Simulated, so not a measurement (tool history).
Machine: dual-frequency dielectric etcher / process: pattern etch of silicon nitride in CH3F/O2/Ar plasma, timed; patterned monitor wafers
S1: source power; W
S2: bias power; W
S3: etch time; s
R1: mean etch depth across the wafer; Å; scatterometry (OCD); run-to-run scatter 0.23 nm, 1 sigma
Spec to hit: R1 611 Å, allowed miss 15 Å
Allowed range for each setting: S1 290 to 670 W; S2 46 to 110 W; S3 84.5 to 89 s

run  hour   S1  S2    S3      R1
  1     0  480  78  84.5  720.79
  2   2.3  440  75  84.5  683.23
  3  10.1  410  74  84.5  657.21
  4  18.1  410  82  84.5  694.61
  5  24.7  380  80  84.5  676.71
  6    33  380  85  84.5  698.45
  7  35.3  360  82  84.5  667.79
  8  38.4  360  82  84.5  664.31
  9  41.2  340  81  84.5  653.91
 10  43.8  330  80  84.5   639.6
 11  52.4  320  79  84.5  634.47

Which of these 4 next moves meets every target?
  A    61  300  71    88   ?
  B    61  320  77    88   ?
  C    61  290  81    87   ?
  D    61  330  77  88.5   ?

move      R1
   A  605.82
   B   645.5
   C  635.23
   D  655.59
A: each result inside its tolerance
B: its largest miss is bigger than the last run's
C: as far off as the last run
D: its largest miss is bigger than the last run's
Go with A: it meets all targets.

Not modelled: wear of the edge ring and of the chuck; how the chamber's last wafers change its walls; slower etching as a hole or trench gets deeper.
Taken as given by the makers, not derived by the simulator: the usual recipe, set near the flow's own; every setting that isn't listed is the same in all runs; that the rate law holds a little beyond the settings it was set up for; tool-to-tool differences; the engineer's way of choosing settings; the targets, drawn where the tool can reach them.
